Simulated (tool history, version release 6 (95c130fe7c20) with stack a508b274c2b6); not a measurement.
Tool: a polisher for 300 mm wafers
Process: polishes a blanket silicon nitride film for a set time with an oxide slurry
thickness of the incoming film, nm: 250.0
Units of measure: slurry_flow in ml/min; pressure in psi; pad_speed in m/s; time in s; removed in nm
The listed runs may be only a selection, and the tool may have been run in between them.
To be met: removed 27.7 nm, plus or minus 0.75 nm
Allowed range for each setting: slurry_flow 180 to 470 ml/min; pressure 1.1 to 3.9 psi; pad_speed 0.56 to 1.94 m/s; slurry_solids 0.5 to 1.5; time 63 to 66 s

run,day,slurry_flow,pressure,pad_speed,slurry_solids,time,removed
1,0,300,2.5,1.24,1,63,33.661
2,0.096,300,2.5,1.4,1,63,37.739
3,0.233,300,2.3,1.4,1,63,34.347
4,0.508,300,2.3,1.16,1,63,29.682
5,0.729,300,2.3,1.16,1,66,31.131
6,0.971,300,1.8,1.16,1,66,24.68
7,1.175,310,2.1,1.16,1,66,28.65
8,1.517,305,2.1,1.16,1,66,28.475
9,1.838,300,2.1,1.16,1,66,28.753

5 candidate next runs follow, results not yet known. Just one meets every target within its allowed miss. Identify it.
A,2.158,360,2.1,1.14,1.1,63,?
B,2.158,295,2.1,1.12,1.05,63,?
C,2.158,255,2.6,1.04,0.95,64,?
D,2.158,270,2.1,1.22,1.05,63,?
E,2.158,300,2.2,1.16,1.05,66,?

move,removed
A,29.839
B,28.069
C,30.001
D,29.86
E,31.617
A: moves away from the targets compared with the last run
B: in spec on every target
C: moves away from the targets compared with the last run
D: moves away from the targets compared with the last run
E: moves away from the targets compared with the last run
B meets every target.

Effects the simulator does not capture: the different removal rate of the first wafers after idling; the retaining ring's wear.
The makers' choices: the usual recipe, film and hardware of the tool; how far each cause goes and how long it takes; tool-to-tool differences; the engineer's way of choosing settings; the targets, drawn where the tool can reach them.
